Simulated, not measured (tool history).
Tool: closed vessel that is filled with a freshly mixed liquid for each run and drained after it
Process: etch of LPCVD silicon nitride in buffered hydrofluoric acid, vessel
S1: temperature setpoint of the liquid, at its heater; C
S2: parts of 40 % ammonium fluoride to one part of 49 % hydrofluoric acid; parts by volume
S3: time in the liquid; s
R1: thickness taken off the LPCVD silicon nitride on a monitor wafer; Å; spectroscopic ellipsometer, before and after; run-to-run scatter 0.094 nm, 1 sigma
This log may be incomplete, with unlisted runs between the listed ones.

{"run": 1, "hour": 0.0, "S1": 24, "S2": 9.5, "S3": 355, "R1": 56.899}
{"run": 2, "hour": 6.0, "S1": 24, "S2": 9.5, "S3": 270, "R1": 42.97}
{"run": 3, "hour": 13.0, "S1": 24, "S2": 6.5, "S3": 270, "R1": 63.255}
{"run": 4, "hour": 16.4, "S1": 24, "S2": 5.5, "S3": 270, "R1": 72.955}
{"run": 5, "hour": 19.3, "S1": 25, "S2": 5.5, "S3": 270, "R1": 77.005}
{"run": 6, "hour": 24.8, "S1": 25, "S2": 8, "S3": 270, "R1": 53.701}
{"run": 7, "hour": 32.1, "S1": 25.5, "S2": 7.5, "S3": 290, "R1": 63.428}
{"run": 8, "hour": 38.8, "S1": 27, "S2": 7, "S3": 290, "R1": 75.021}
{"run": 9, "hour": 41.6, "S1": 28, "S2": 7, "S3": 290, "R1": 78.515}

Run 10 has not been measured yet. What should we expect?
{"run": 10, "hour": 44.1, "S1": 28, "S2": 7, "S3": 290, "R1": "?"}

{"run 10": {"R1": 78.981}}

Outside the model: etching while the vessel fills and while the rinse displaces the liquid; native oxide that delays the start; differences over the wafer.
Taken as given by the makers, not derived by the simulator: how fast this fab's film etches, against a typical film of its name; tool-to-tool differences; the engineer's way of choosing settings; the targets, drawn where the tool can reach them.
